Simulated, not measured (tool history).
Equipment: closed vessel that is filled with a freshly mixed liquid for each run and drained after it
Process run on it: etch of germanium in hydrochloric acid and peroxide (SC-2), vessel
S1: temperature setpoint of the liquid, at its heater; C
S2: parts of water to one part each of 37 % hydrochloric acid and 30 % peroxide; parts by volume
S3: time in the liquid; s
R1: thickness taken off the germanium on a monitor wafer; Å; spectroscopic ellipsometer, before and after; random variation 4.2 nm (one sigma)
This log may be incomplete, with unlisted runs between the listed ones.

Run 1, hour 0.0: S1 54.0 C, S2 6 parts by volume, S3 100 s. Result: R1 3616.4 Å.
Run 2, hour 3.9: S1 54.0 C, S2 6 parts by volume, S3 100 s. Result: R1 3677.9 Å.
Run 3, hour 13.0: S1 54.0 C, S2 7 parts by volume, S3 100 s. Result: R1 3597.2 Å.
Run 4, hour 14.5: S1 58.5 C, S2 7 parts by volume, S3 100 s. Result: R1 4128.5 Å.
Run 5, hour 21.5: S1 56.0 C, S2 7 parts by volume, S3 100 s. Result: R1 3830.9 Å.
At hour 24.1: thermometer replaced.
Run 6, hour 24.1: S1 60.5 C, S2 7 parts by volume, S3 100 s. Result: R1 4707.5 Å.
Run 7, hour 25.2: S1 61.5 C, S2 7 parts by volume, S3 100 s. Result: R1 4897.2 Å.
Run 8, hour 31.6: S1 62.5 C, S2 7 parts by volume, S3 100 s. Result: R1 5096.5 Å.

For run 9, what comes out?
Run 9, hour 39.8: S1 63.0 C, S2 7 parts by volume, S3 100 s. Result: R1 ?.

Run 9 came out at R1 5201.0 Å.
